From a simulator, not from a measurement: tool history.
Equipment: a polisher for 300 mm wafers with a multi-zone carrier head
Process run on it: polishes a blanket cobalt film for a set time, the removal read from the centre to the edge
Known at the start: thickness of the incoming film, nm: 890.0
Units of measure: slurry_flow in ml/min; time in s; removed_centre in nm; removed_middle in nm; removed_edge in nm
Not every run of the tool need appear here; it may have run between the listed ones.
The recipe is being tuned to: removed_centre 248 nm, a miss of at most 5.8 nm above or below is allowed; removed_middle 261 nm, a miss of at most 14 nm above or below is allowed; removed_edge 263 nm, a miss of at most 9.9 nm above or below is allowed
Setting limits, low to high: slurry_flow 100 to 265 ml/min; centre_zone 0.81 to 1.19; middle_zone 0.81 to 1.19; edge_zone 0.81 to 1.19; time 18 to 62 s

run 1 hour=0 | slurry_flow=170 centre_zone=1 middle_zone=1 edge_zone=1 time=40 | removed_centre=188.08 removed_middle=191.59 removed_edge=188.91
run 2 hour=2.1 | slurry_flow=180 centre_zone=1.01 middle_zone=1.02 edge_zone=1.05 time=43 | removed_centre=207.59 removed_middle=213.88 removed_edge=207.92
run 3 hour=5.5 | slurry_flow=180 centre_zone=1.01 middle_zone=1.07 edge_zone=1.05 time=43 | removed_centre=207.19 removed_middle=218.12 removed_edge=211.88
run 4 hour=7.3 | slurry_flow=180 centre_zone=1.01 middle_zone=1.11 edge_zone=1.05 time=43 | removed_centre=208.33 removed_middle=230.98 removed_edge=210.95
run 5 hour=9.8 | slurry_flow=180 centre_zone=0.95 middle_zone=1.11 edge_zone=1.05 time=43 | removed_centre=202.93 removed_middle=228.39 removed_edge=210.66
run 6 hour=13.3 | slurry_flow=180 centre_zone=0.95 middle_zone=1.11 edge_zone=1.13 time=43 | removed_centre=203.38 removed_middle=228.15 removed_edge=216.6
run 7 hour=14 | slurry_flow=185 centre_zone=0.96 middle_zone=1.09 edge_zone=1.15 time=45 | removed_centre=212.35 removed_middle=232.03 removed_edge=234.61
run 8 hour=22.7 | slurry_flow=200 centre_zone=0.99 middle_zone=1.11 edge_zone=1.16 time=46 | removed_centre=224.64 removed_middle=248.64 removed_edge=238.84
run 9 hour=26.9 | slurry_flow=200 centre_zone=1 middle_zone=1.1 edge_zone=1.17 time=47 | removed_centre=230.18 removed_middle=252.08 removed_edge=243.98
run 10 hour=30 | slurry_flow=200 centre_zone=1.01 middle_zone=1.09 edge_zone=1.18 time=48 | removed_centre=236.67 removed_middle=256.25 removed_edge=250.19

Pick the move, out of 5, that brings all results within their allowed miss; only one does.
run A hour=33.1 | slurry_flow=245 centre_zone=1.05 middle_zone=1.1 edge_zone=1.12 time=47 | removed_centre=? removed_middle=? removed_edge=?
run B hour=33.1 | slurry_flow=205 centre_zone=0.99 middle_zone=1.06 edge_zone=1.15 time=51 | removed_centre=? removed_middle=? removed_edge=?
run C hour=33.1 | slurry_flow=175 centre_zone=1.04 middle_zone=0.89 edge_zone=1.19 time=51 | removed_centre=? removed_middle=? removed_edge=?
run D hour=33.1 | slurry_flow=200 centre_zone=1.09 middle_zone=0.82 edge_zone=1.16 time=51 | removed_centre=? removed_middle=? removed_edge=?
run E hour=33.1 | slurry_flow=200 centre_zone=1.19 middle_zone=1.12 edge_zone=1.11 time=48 | removed_centre=? removed_middle=? removed_edge=?

move=A removed_centre=243.55 removed_middle=253.83 removed_edge=248.85
move=B removed_centre=247.57 removed_middle=262.35 removed_edge=269.04
move=C removed_centre=248.45 removed_middle=228.01 removed_edge=269.37
move=D removed_centre=262.47 removed_middle=221.18 removed_edge=270.21
move=E removed_centre=262.74 removed_middle=255.32 removed_edge=247.84
A: brings the last run's worst result on target, with another outside its allowed miss
B: all results in spec
C: brings the last run's worst result on target, with another outside its allowed miss
D: takes the result that was furthest off past its target
E: takes the result that was furthest off past its target
Answer: B
